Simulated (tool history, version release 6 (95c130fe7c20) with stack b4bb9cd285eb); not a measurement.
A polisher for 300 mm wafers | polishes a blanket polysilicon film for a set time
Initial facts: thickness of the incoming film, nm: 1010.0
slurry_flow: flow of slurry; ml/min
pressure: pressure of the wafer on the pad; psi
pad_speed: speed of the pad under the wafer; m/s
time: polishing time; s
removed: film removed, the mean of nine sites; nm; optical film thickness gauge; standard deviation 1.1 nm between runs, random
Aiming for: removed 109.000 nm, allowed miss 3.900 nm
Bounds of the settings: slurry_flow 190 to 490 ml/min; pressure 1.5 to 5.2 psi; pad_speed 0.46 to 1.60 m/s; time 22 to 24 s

run 1 day=0.000 | slurry_flow=315 pressure=3.3 pad_speed=1.02 time=24 | removed=227.610
run 2 day=0.350 | slurry_flow=315 pressure=3.0 pad_speed=1.00 time=24 | removed=209.240
run 3 day=0.438 | slurry_flow=315 pressure=3.0 pad_speed=1.00 time=24 | removed=209.740
run 4 day=0.471 | slurry_flow=315 pressure=3.6 pad_speed=1.00 time=24 | removed=244.950
run 5 day=0.529 | slurry_flow=315 pressure=3.3 pad_speed=0.96 time=24 | removed=221.810
run 6 day=0.875 | slurry_flow=315 pressure=3.0 pad_speed=0.92 time=24 | removed=196.750
run 7 day=1.175 | slurry_flow=315 pressure=2.8 pad_speed=0.88 time=24 | removed=177.430
run 8 day=1.483 | slurry_flow=315 pressure=2.6 pad_speed=0.86 time=24 | removed=159.880
run 9 day=1.808 | slurry_flow=315 pressure=2.4 pad_speed=0.86 time=24 | removed=149.920
run 10 day=2.008 | slurry_flow=315 pressure=2.3 pad_speed=0.86 time=24 | removed=144.710
run 11 day=2.325 | slurry_flow=315 pressure=2.2 pad_speed=0.86 time=24 | removed=138.510
run 12 day=2.692 | slurry_flow=315 pressure=1.5 pad_speed=0.84 time=24 | removed=98.511

Below are 4 possible settings for the next run. Only one of them brings all results inside the allowed miss of their targets. Which is it?
run A day=3.058 | slurry_flow=275 pressure=1.9 pad_speed=0.90 time=23 | removed=?
run B day=3.058 | slurry_flow=345 pressure=1.9 pad_speed=0.86 time=24 | removed=?
run C day=3.058 | slurry_flow=305 pressure=1.8 pad_speed=0.80 time=22 | removed=?
run D day=3.058 | slurry_flow=345 pressure=2.1 pad_speed=0.76 time=22 | removed=?

move=A removed=119.390
move=B removed=122.120
move=C removed=99.177
move=D removed=109.450
A: pushes the last run's worst result past its target
B: pushes the last run's worst result past its target
C: better than the last run, though not everything is in spec
D: every result lands within tolerance
D is the move that brings every result within its allowed miss.
